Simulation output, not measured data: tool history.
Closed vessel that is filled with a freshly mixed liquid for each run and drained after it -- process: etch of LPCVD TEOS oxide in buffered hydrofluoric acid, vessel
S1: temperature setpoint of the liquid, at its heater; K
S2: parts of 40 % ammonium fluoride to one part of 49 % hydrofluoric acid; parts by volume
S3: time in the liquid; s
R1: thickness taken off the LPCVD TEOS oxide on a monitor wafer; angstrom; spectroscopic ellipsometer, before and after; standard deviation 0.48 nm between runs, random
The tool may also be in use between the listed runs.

run 1 hour=0.0 | S1=295.15 S2=14.0 S3=30 | R1=383.10
run 2 hour=1.4 | S1=295.15 S2=14.0 S3=30 | R1=375.84
run 3 hour=2.1 | S1=293.15 S2=14.0 S3=30 | R1=336.45
run 4 hour=8.1 | S1=293.15 S2=15.5 S3=30 | R1=307.95
run 5 hour=15.0 | S1=295.65 S2=14.0 S3=30 | R1=388.44
run 6 hour=23.0 | S1=295.65 S2=17.0 S3=30 | R1=321.32
run 7 hour=28.0 | S1=297.65 S2=15.0 S3=30 | R1=405.53
run 8 hour=29.4 | S1=299.15 S2=13.5 S3=30 | R1=489.44

What does the tool deliver on the next run?
run 9 hour=36.5 | S1=300.15 S2=12.5 S3=30 | R1=?

{"run 9": {"R1": 555.86}}

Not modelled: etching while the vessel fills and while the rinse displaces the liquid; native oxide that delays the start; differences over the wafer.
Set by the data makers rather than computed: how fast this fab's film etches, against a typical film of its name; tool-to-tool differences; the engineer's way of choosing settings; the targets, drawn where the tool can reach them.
